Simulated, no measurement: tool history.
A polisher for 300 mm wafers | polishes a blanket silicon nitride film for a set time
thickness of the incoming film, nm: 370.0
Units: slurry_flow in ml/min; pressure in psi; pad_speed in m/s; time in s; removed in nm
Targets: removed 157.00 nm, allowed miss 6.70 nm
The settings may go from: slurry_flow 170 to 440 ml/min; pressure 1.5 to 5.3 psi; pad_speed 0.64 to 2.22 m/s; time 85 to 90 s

run	hour	slurry_flow	pressure	pad_speed	time	removed
1	0.0	280	3.4	1.42	85	202.54
2	1.0	280	3.2	1.42	85	194.49
3	5.9	280	3.8	1.42	85	216.01
4	6.7	280	3.4	1.40	85	197.81
5	10.9	250	3.4	1.40	85	198.07
6	12.8	250	3.4	1.40	90	213.04
7	18.4	250	3.1	1.38	90	193.36
8	22.5	250	2.9	1.38	90	190.08
9	26.4	250	2.7	1.38	90	177.71
10	30.8	250	2.6	1.38	90	175.30

4 next moves are on the table. One of them brings every result within its allowed miss. Which?
A	35.2	230	3.3	1.32	90	?
B	35.2	225	2.8	1.26	85	?
C	35.2	215	2.2	1.30	88	?
D	35.2	240	2.3	1.22	88	?

move	removed
A	194.55
B	158.13
C	143.52
D	142.19
A: further off than the last run
B: meets every target
C: takes the result that was furthest off past its target
D: takes the result that was furthest off past its target
Answer: B
